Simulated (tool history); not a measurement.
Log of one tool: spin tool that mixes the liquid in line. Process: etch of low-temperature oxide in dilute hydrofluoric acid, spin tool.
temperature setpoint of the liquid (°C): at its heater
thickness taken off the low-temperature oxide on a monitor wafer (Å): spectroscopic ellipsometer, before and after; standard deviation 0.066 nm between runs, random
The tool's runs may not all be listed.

run	hour	temperature setpoint of the liquid (°C)	parts of water to one part of 49 % hydrofluoric acid (parts by volume)	time under the liquid (s)	thickness taken off the low-temperature oxide on a monitor wafer (Å)
1	0.0	26.0	185	75	113.410
2	1.3	23.5	195	75	95.308
3	6.5	25.5	195	75	103.970
4	14.5	23.0	195	75	96.222
5	17.8	24.5	195	75	100.250
6	18.5	22.0	195	75	91.185
7	27.4	21.0	200	75	86.265
8	30.4	18.0	215	75	69.642

Run 9, settings as shown, results not yet in. Your forecast:
9	37.7	18.0	215	75	?

thickness taken off the low-temperature oxide on a monitor wafer (Å): 68.965
